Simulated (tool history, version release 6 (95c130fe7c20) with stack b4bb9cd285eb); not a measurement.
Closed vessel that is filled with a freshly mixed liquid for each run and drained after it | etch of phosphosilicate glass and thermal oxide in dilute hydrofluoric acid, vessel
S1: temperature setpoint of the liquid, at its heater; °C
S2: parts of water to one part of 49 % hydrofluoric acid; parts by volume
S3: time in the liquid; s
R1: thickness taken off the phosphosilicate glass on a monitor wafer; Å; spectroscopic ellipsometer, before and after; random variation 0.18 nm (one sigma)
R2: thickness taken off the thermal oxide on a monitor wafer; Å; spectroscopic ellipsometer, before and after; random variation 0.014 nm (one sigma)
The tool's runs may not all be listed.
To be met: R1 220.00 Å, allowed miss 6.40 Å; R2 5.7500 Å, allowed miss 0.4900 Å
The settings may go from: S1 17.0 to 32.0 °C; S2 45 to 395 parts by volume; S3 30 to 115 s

Run 1, hour 0.0: S1 24.0 °C, S2 220 parts by volume, S3 60 s. Result: R1 405.45 Å, R2 10.5820 Å.
Run 2, hour 6.2: S1 23.5 °C, S2 225 parts by volume, S3 60 s. Result: R1 380.00 Å, R2 10.0870 Å.
Run 3, hour 7.9: S1 25.0 °C, S2 225 parts by volume, S3 60 s. Result: R1 397.80 Å, R2 10.3120 Å.
Run 4, hour 11.5: S1 25.0 °C, S2 145 parts by volume, S3 60 s. Result: R1 673.72 Å, R2 17.9570 Å.
Run 5, hour 16.3: S1 28.0 °C, S2 145 parts by volume, S3 60 s. Result: R1 763.62 Å, R2 19.8540 Å.
Run 6, hour 24.6: S1 28.0 °C, S2 100 parts by volume, S3 60 s. Result: R1 1152.30 Å, R2 29.8460 Å.
Run 7, hour 25.2: S1 24.0 °C, S2 190 parts by volume, S3 60 s. Result: R1 471.92 Å, R2 12.2140 Å.
Run 8, hour 27.7: S1 23.5 °C, S2 195 parts by volume, S3 60 s. Result: R1 447.51 Å, R2 11.9570 Å.
Run 9, hour 29.4: S1 23.0 °C, S2 200 parts by volume, S3 60 s. Result: R1 428.51 Å, R2 10.9030 Å.
Run 10, hour 35.6: S1 23.0 °C, S2 200 parts by volume, S3 60 s. Result: R1 429.39 Å, R2 11.3470 Å.
Run 11, hour 40.6: S1 22.5 °C, S2 205 parts by volume, S3 60 s. Result: R1 414.72 Å, R2 10.5600 Å.
Run 12, hour 47.5: S1 20.5 °C, S2 295 parts by volume, S3 60 s. Result: R1 242.63 Å, R2 6.3216 Å.
Run 13, hour 48.9: S1 20.0 °C, S2 295 parts by volume, S3 60 s. Result: R1 237.29 Å, R2 5.9920 Å.

5 next moves are on the table. One of them brings every result within its allowed miss. Which?
Run A, hour 50.3: S1 21.5 °C, S2 270 parts by volume, S3 55 s. Result: R1 ?, R2 ?.
Run B, hour 50.3: S1 17.0 °C, S2 265 parts by volume, S3 65 s. Result: R1 ?, R2 ?.
Run C, hour 50.3: S1 27.0 °C, S2 355 parts by volume, S3 60 s. Result: R1 ?, R2 ?.
Run D, hour 50.3: S1 20.0 °C, S2 270 parts by volume, S3 50 s. Result: R1 ?, R2 ?.
Run E, hour 50.3: S1 18.0 °C, S2 385 parts by volume, S3 100 s. Result: R1 ?, R2 ?.

move      R1      R2
   A  257.00  6.9029
   B  262.59  7.0532
   C  237.29  6.3737
   D  221.09  5.9385
   E  261.28  7.0180
A: further off than the last run
B: further off than the last run
C: as far off as the last run
D: meets every target
E: further off than the last run
Move D is the one to make.
